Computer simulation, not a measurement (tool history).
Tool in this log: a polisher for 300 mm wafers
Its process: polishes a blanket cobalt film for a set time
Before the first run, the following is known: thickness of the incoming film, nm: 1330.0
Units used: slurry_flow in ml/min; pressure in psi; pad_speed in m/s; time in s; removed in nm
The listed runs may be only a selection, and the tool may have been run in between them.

{"run": 1, "hour": 0.0, "slurry_flow": 120, "pressure": 1.5, "pad_speed": 0.92, "time": 118, "removed": 442.65}
{"run": 2, "hour": 6.5, "slurry_flow": 140, "pressure": 1.5, "pad_speed": 0.92, "time": 118, "removed": 454.71}
{"run": 3, "hour": 10.9, "slurry_flow": 165, "pressure": 1.5, "pad_speed": 0.92, "time": 118, "removed": 461.72}
{"run": 4, "hour": 16.2, "slurry_flow": 165, "pressure": 1.8, "pad_speed": 0.92, "time": 118, "removed": 553.97}
{"run": 5, "hour": 24.2, "slurry_flow": 165, "pressure": 1.5, "pad_speed": 0.92, "time": 118, "removed": 464.94}
{"run": 6, "hour": 32.7, "slurry_flow": 185, "pressure": 1.5, "pad_speed": 0.92, "time": 118, "removed": 468.63}
{"run": 7, "hour": 40.5, "slurry_flow": 185, "pressure": 1.3, "pad_speed": 0.9, "time": 118, "removed": 398.8}
{"run": 8, "hour": 49.1, "slurry_flow": 185, "pressure": 1.2, "pad_speed": 0.9, "time": 118, "removed": 371.12}
{"run": 9, "hour": 50.0, "slurry_flow": 185, "pressure": 1.1, "pad_speed": 0.9, "time": 118, "removed": 341.98}
{"run": 10, "hour": 54.0, "slurry_flow": 185, "pressure": 1.0, "pad_speed": 0.9, "time": 118, "removed": 311.4}

Predict the results of run 11:
{"run": 11, "hour": 59.8, "slurry_flow": 180, "pressure": 1.0, "pad_speed": 0.9, "time": 118, "removed": "?"}

{"run 11": {"removed": 310.79}}
